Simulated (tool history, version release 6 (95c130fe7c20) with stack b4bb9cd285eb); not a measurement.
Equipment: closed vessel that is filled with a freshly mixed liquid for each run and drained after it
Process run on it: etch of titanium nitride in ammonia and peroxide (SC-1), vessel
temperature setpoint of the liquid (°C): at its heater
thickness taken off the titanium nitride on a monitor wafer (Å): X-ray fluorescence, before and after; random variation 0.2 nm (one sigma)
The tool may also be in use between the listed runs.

run	hour	temperature setpoint of the liquid (°C)	parts of water to one part of 30 % peroxide (parts by volume)	parts of 29 % ammonia solution to one part of 30 % peroxide (parts by volume)	time in the liquid (s)	thickness taken off the titanium nitride on a monitor wafer (Å)
1	0.0	54.0	18.0	0.5	100	93.491
2	3.9	56.0	18.0	0.5	100	107.880
3	12.5	53.0	18.0	0.5	100	89.517
4	15.9	55.5	18.0	0.5	100	104.120
5	20.0	57.5	18.0	0.5	100	119.050
6	25.0	57.5	18.0	0.5	100	117.820
7	31.4	65.5	18.0	0.5	100	201.430
8	38.3	66.0	18.0	0.5	100	206.000

What will run 9 give?
9	40.7	66.0	18.0	0.5	100	?

{"run 9": {"thickness taken off the titanium nitride on a monitor wafer (Å)": 207.62}}

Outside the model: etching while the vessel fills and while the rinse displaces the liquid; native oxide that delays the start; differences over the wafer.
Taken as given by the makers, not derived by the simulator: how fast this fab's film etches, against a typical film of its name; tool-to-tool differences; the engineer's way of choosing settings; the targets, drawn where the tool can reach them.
